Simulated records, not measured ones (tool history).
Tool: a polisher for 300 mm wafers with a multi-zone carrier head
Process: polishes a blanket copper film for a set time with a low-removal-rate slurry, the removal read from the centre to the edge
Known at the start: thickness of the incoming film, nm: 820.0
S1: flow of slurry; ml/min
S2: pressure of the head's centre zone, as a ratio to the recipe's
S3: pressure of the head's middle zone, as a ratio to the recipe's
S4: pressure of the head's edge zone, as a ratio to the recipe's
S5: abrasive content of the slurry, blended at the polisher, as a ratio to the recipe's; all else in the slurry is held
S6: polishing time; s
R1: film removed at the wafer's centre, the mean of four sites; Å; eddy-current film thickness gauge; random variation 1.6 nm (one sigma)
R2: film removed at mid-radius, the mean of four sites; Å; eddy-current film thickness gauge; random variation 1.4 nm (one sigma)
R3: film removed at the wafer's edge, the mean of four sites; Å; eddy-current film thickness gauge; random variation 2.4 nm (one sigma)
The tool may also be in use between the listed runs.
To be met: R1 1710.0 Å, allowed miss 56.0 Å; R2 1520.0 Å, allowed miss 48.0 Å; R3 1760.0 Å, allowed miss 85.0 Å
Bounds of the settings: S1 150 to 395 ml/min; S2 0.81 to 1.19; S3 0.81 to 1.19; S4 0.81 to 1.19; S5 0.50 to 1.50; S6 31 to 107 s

run 1 hour=0.0 | S1=250 S2=1.00 S3=1.00 S4=1.00 S5=1.00 S6=69 | R1=1747.7 R2=1755.3 R3=1674.1
run 2 hour=1.1 | S1=250 S2=1.00 S3=1.00 S4=0.96 S5=1.00 S6=69 | R1=1753.8 R2=1739.3 R3=1645.6
run 3 hour=4.8 | S1=250 S2=1.00 S3=1.00 S4=0.96 S5=1.00 S6=63 | R1=1625.1 R2=1607.1 R3=1568.0
run 4 hour=9.9 | S1=250 S2=1.00 S3=1.00 S4=0.96 S5=1.00 S6=72 | R1=1840.3 R2=1829.1 R3=1753.4
run 5 hour=18.8 | S1=250 S2=1.00 S3=1.00 S4=0.96 S5=1.00 S6=84 | R1=2155.9 R2=2111.0 R3=2006.5
run 6 hour=26.7 | S1=240 S2=0.99 S3=0.96 S4=0.97 S5=0.90 S6=83 | R1=2047.0 R2=1971.0 R3=1985.5
run 7 hour=35.2 | S1=240 S2=0.99 S3=0.94 S4=0.96 S5=0.80 S6=82 | R1=1980.4 R2=1809.7 R3=1865.2
run 8 hour=42.7 | S1=240 S2=0.99 S3=0.94 S4=0.96 S5=0.80 S6=82 | R1=1946.1 R2=1806.7 R3=1898.8
run 9 hour=46.1 | S1=240 S2=0.98 S3=0.92 S4=0.94 S5=0.75 S6=82 | R1=1869.3 R2=1746.8 R3=1877.5
run 10 hour=50.7 | S1=235 S2=0.98 S3=0.91 S4=0.93 S5=0.70 S6=82 | R1=1856.2 R2=1716.0 R3=1753.1
run 11 hour=54.7 | S1=230 S2=0.97 S3=0.89 S4=0.93 S5=0.70 S6=82 | R1=1836.6 R2=1664.6 R3=1820.7
run 12 hour=58.9 | S1=225 S2=0.96 S3=0.88 S4=0.92 S5=0.70 S6=82 | R1=1788.5 R2=1647.6 R3=1736.8
run 13 hour=61.6 | S1=220 S2=0.95 S3=0.87 S4=0.93 S5=0.70 S6=82 | R1=1793.5 R2=1642.6 R3=1717.3
run 14 hour=68.0 | S1=230 S2=0.94 S3=0.86 S4=0.94 S5=0.65 S6=82 | R1=1712.7 R2=1574.4 R3=1755.6

Which of these 4 next moves meets every target?
run A hour=74.4 | S1=180 S2=0.91 S3=0.88 S4=0.89 S5=0.80 S6=80 | R1=? R2=? R3=?
run B hour=74.4 | S1=300 S2=0.90 S3=0.85 S4=0.93 S5=0.50 S6=89 | R1=? R2=? R3=?
run C hour=74.4 | S1=255 S2=0.96 S3=0.85 S4=1.05 S5=0.60 S6=80 | R1=? R2=? R3=?
run D hour=74.4 | S1=205 S2=0.94 S3=0.91 S4=0.95 S5=0.75 S6=78 | R1=? R2=? R3=?

move=A R1=1673.6 R2=1614.3 R3=1678.7
move=B R1=1707.8 R2=1607.6 R3=1724.1
move=C R1=1707.1 R2=1507.7 R3=1712.2
move=D R1=1691.6 R2=1619.3 R3=1674.0
A: further off than the last run
B: further off than the last run
C: meets every target
D: further off than the last run
Answer: C
